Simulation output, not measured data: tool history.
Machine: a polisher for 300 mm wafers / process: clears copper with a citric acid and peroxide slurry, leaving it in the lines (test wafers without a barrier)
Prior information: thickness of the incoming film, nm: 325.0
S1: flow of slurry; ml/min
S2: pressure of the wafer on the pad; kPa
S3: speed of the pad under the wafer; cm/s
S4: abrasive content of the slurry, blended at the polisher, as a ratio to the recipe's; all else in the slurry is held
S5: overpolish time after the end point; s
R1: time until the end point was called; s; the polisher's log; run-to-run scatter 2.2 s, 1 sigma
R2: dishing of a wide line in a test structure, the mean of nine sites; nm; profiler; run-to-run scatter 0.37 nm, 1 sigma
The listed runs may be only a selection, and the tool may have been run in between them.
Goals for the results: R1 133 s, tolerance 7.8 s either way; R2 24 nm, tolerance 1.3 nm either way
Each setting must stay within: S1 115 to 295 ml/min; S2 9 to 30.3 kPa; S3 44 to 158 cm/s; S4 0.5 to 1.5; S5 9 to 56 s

run,hour,S1,S2,S3,S4,S5,R1,R2
1,0,190,19.3,100,1,29,145.2,41.637
2,3,190,17.2,100,1,29,165.35,37.198
3,7.6,190,17.2,100,1.2,29,160.13,38.737
4,15.1,190,17.9,102,1.05,24,153.69,33.425
5,23.4,230,17.9,102,1.05,24,147.83,34.675
6,24.8,230,15.2,102,1.05,24,174.84,30.26
7,29.4,230,15.9,102,1.05,20,170.5,26.381
8,30,230,16.5,102,1.05,18,159.31,25.351
9,33.1,230,17.2,102,1.05,17,154.6,25.022
10,39.5,235,20.7,104,1.05,10,122.63,18.819
11,41.1,235,20,106,1.05,11,130.13,19.381
12,48,235,20,108,1.05,12,125.49,21.446

4 candidate next runs follow, results not yet known. Just one meets every target within its allowed miss. Identify it.
A,54.9,295,22.8,100,1.2,9,?,?
B,54.9,175,19.3,122,1.4,12,?,?
C,54.9,260,19.3,114,1.05,10,?,?
D,54.9,255,15.2,136,1.1,14,?,?

move,R1,R2
A,116.34,18.577
B,117.29,23.721
C,124.54,19.122
D,132.13,24.194
A: misses by more than the last run did
B: puts the biggest miss on target and leaves a different result outside tolerance
C: misses by more than the last run did
D: meets every target
Move D is the one to make.
